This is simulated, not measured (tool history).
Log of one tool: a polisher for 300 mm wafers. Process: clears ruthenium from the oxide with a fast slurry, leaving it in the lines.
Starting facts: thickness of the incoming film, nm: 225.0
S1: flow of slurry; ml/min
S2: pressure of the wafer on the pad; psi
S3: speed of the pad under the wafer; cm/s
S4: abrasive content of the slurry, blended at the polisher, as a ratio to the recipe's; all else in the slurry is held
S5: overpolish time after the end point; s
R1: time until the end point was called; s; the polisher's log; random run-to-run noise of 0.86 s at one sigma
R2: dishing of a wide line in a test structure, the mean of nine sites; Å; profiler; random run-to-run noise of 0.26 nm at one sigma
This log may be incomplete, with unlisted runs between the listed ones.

run  hour   S1   S2   S3  S4  S5      R1      R2
  1     0  195  1.7  112   1  21  89.124  478.37
  2   8.1  205  1.6  112   1  18   94.12  403.89
  3  11.1  205  1.8  112   1  18  85.617  426.38
  4  19.8  240  1.8  112   1  18  86.058   432.8
  5  27.9  240  1.8  112   1  24   85.02  553.09
  6  31.8  240  1.8  112   1  20  83.697  480.98
  7  35.1  240  1.7  112   1  17  87.993  406.31
  8  39.7  265  1.4  112   1   7  98.181  158.81

Run 9 comes next. What will it give?
  9  47.3  245  1.4  112   1   8   ?   ?

Run 9 measured R1 97.401 s, R2 175.16 Å.
